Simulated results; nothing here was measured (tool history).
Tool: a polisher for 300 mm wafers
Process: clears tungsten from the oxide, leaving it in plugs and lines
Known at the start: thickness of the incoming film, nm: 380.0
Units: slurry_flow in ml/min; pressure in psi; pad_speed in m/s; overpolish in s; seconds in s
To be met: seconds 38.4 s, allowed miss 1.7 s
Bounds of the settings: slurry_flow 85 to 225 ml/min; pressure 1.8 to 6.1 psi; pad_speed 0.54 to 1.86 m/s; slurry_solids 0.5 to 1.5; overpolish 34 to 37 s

run  hour  slurry_flow  pressure  pad_speed  slurry_solids  overpolish  seconds
  1     0          145       3.9       1.18              1          34   57.395
  2   3.7          145       3.5       1.18              1          34   62.633
  3  11.5          145       3.5       1.36              1          34    55.18
  4  12.6          145       3.5       1.36            1.1          34   54.319
  5  15.9          145       3.7       1.36            1.1          34   50.566
  6  24.3          145       3.9       1.36            1.1          34    48.78
  7    25          145       4.1       1.36            1.1          34   46.418
  8  27.5          145       4.2       1.36            1.1          34   44.626
  9  34.3          145       4.3       1.36            1.1          34   45.056
 10  42.4          145       4.4       1.36            1.1          34   42.915
 11  45.2          145       4.5       1.36            1.1          34   42.427
 12  47.8          145       4.6       1.36            1.1          34   41.148
 13  55.8          150       4.7       1.36            1.1          34   41.184

Which of these 5 next moves meets every target?
  A  63.8          130       4.8       1.36            1.4          34        ?
  B  63.8          145       4.7       1.34           1.15          34        ?
  C  63.8          165       3.8       1.52           1.15          34        ?
  D  63.8          150       3.9        1.6           1.15          37        ?
  E  63.8          165         5        1.3            0.8          34        ?

move  seconds
   A   38.439
   B   40.682
   C   43.335
   D   40.797
   E   41.473
A: meets every target
B: nearer than the last run, and not there yet
C: further off than the last run
D: nearer than the last run, and not there yet
E: further off than the last run
Move A is the one to make.

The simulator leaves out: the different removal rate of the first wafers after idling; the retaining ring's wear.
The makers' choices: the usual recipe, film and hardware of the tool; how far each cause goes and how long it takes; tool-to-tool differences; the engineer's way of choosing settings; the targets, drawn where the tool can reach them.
